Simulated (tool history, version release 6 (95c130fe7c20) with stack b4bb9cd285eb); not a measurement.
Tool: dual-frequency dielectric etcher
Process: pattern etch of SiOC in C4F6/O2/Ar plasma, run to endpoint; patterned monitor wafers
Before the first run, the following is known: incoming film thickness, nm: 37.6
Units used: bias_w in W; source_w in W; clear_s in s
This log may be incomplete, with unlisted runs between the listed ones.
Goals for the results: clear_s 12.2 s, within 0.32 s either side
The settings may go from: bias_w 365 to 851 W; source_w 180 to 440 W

Run 1, day 0: bias_w 608 W, source_w 310 W. Result: clear_s 14.487 s.
Run 2, day 0.325: bias_w 521 W, source_w 310 W. Result: clear_s 14.99 s.
Run 3, day 0.508: bias_w 521 W, source_w 260 W. Result: clear_s 16.271 s.
Run 4, day 0.775: bias_w 521 W, source_w 290 W. Result: clear_s 15.618 s.
Run 5, day 1.067: bias_w 566 W, source_w 300 W. Result: clear_s 14.803 s.
Run 6, day 1.421: bias_w 518 W, source_w 300 W. Result: clear_s 15.427 s.
Run 7, day 1.742: bias_w 566 W, source_w 310 W. Result: clear_s 14.621 s.
Run 8, day 1.821: bias_w 604 W, source_w 320 W. Result: clear_s 14.242 s.
Run 9, day 1.917: bias_w 635 W, source_w 330 W. Result: clear_s 13.732 s.
Run 10, day 2.088: bias_w 662 W, source_w 330 W. Result: clear_s 13.494 s.
Run 11, day 2.129: bias_w 684 W, source_w 330 W. Result: clear_s 13.411 s.
Run 12, day 2.325: bias_w 705 W, source_w 330 W. Result: clear_s 13.365 s.

Next run, 5 choices. One meets every target within its allowed miss, the rest don't. Which?
Run A, day 2.521: bias_w 756 W, source_w 440 W. Result: clear_s ?.
Run B, day 2.521: bias_w 606 W, source_w 270 W. Result: clear_s ?.
Run C, day 2.521: bias_w 779 W, source_w 370 W. Result: clear_s ?.
Run D, day 2.521: bias_w 748 W, source_w 330 W. Result: clear_s ?.
Run E, day 2.521: bias_w 659 W, source_w 360 W. Result: clear_s ?.

move  clear_s
   A   11.656
   B   15.285
   C    12.35
   D    13.11
   E   13.224
A: takes the result that was furthest off past its target
B: the biggest miss grows against the last run
C: hits every target within its allowed miss
D: closes in on the targets versus the last run, not all within tolerance yet
E: closes in on the targets versus the last run, not all within tolerance yet
Move C is the one to make.
